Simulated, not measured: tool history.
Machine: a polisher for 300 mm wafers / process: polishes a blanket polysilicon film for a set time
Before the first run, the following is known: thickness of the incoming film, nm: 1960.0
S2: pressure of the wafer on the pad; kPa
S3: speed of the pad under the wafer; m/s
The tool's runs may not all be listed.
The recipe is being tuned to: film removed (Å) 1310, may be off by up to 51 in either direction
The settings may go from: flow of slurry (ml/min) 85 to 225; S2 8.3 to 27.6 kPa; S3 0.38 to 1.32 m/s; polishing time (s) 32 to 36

{"run": 1, "hour": 0.0, "flow of slurry (ml/min)": 145, "S2": 17.9, "S3": 0.84, "polishing time (s)": 36, "film removed (Å)": 2163.6}
{"run": 2, "hour": 3.2, "flow of slurry (ml/min)": 145, "S2": 20, "S3": 0.84, "polishing time (s)": 36, "film removed (Å)": 2424.4}
{"run": 3, "hour": 5.4, "flow of slurry (ml/min)": 115, "S2": 20, "S3": 0.84, "polishing time (s)": 36, "film removed (Å)": 2262.1}
{"run": 4, "hour": 9.6, "flow of slurry (ml/min)": 115, "S2": 23.4, "S3": 0.84, "polishing time (s)": 36, "film removed (Å)": 2680.3}
{"run": 5, "hour": 10.9, "flow of slurry (ml/min)": 115, "S2": 23.4, "S3": 0.84, "polishing time (s)": 36, "film removed (Å)": 2682.5}
{"run": 6, "hour": 18.4, "flow of slurry (ml/min)": 115, "S2": 19.3, "S3": 0.84, "polishing time (s)": 36, "film removed (Å)": 2204.5}
{"run": 7, "hour": 20.1, "flow of slurry (ml/min)": 110, "S2": 15.9, "S3": 0.82, "polishing time (s)": 36, "film removed (Å)": 1793.9}
{"run": 8, "hour": 29.0, "flow of slurry (ml/min)": 105, "S2": 11, "S3": 0.8, "polishing time (s)": 36, "film removed (Å)": 1204.7}
{"run": 9, "hour": 32.6, "flow of slurry (ml/min)": 110, "S2": 11, "S3": 0.8, "polishing time (s)": 36, "film removed (Å)": 1214.2}
{"run": 10, "hour": 34.4, "flow of slurry (ml/min)": 115, "S2": 11, "S3": 0.8, "polishing time (s)": 36, "film removed (Å)": 1236.5}
{"run": 11, "hour": 38.8, "flow of slurry (ml/min)": 120, "S2": 11, "S3": 0.8, "polishing time (s)": 36, "film removed (Å)": 1252.6}
{"run": 12, "hour": 45.2, "flow of slurry (ml/min)": 125, "S2": 11, "S3": 0.8, "polishing time (s)": 36, "film removed (Å)": 1268.5}

Which single option among these 4 for the next run brings every result within its allowed miss of target? Just one does.
{"run": "A", "hour": 51.6, "flow of slurry (ml/min)": 135, "S2": 9.7, "S3": 0.86, "polishing time (s)": 36, "film removed (Å)": "?"}
{"run": "B", "hour": 51.6, "flow of slurry (ml/min)": 130, "S2": 11, "S3": 0.88, "polishing time (s)": 34, "film removed (Å)": "?"}
{"run": "C", "hour": 51.6, "flow of slurry (ml/min)": 85, "S2": 11.7, "S3": 0.86, "polishing time (s)": 32, "film removed (Å)": "?"}
{"run": "D", "hour": 51.6, "flow of slurry (ml/min)": 135, "S2": 9.7, "S3": 0.94, "polishing time (s)": 33, "film removed (Å)": "?"}

move=A film_removed_(Å)=1180.6
move=B film_removed_(Å)=1286
move=C film_removed_(Å)=1152.4
move=D film_removed_(Å)=1180
A: misses by more than the last run did
B: every result lands within tolerance
C: misses by more than the last run did
D: misses by more than the last run did
B meets every target.
